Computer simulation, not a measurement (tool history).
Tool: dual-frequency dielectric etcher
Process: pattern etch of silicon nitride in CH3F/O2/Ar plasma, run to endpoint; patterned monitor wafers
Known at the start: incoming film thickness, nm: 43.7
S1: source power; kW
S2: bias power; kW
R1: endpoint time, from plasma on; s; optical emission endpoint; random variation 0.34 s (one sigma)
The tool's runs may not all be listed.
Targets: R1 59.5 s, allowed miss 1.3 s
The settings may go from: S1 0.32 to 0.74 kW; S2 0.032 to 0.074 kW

{"run": 1, "day": 0.0, "S1": 0.53, "S2": 0.053, "R1": 68.068}
{"run": 2, "day": 0.25, "S1": 0.53, "S2": 0.057, "R1": 65.854}
{"run": 3, "day": 0.321, "S1": 0.54, "S2": 0.057, "R1": 65.035}
{"run": 4, "day": 0.538, "S1": 0.58, "S2": 0.057, "R1": 62.947}
{"run": 5, "day": 0.758, "S1": 0.59, "S2": 0.057, "R1": 62.508}
{"run": 6, "day": 0.821, "S1": 0.6, "S2": 0.057, "R1": 61.932}
{"run": 7, "day": 1.146, "S1": 0.62, "S2": 0.057, "R1": 61.368}
{"run": 8, "day": 1.208, "S1": 0.64, "S2": 0.057, "R1": 60.839}

5 next moves are on the table. One of them brings every result within its allowed miss. Which?
{"run": "A", "day": 1.271, "S1": 0.62, "S2": 0.056, "R1": "?"}
{"run": "B", "day": 1.271, "S1": 0.63, "S2": 0.055, "R1": "?"}
{"run": "C", "day": 1.271, "S1": 0.62, "S2": 0.062, "R1": "?"}
{"run": "D", "day": 1.271, "S1": 0.56, "S2": 0.059, "R1": "?"}
{"run": "E", "day": 1.271, "S1": 0.58, "S2": 0.056, "R1": "?"}

move=A R1=62.283
move=B R1=62.433
move=C R1=59.299
move=D R1=63.207
move=E R1=63.946
A: further off than the last run
B: further off than the last run
C: meets every target
D: further off than the last run
E: further off than the last run
Answer: C
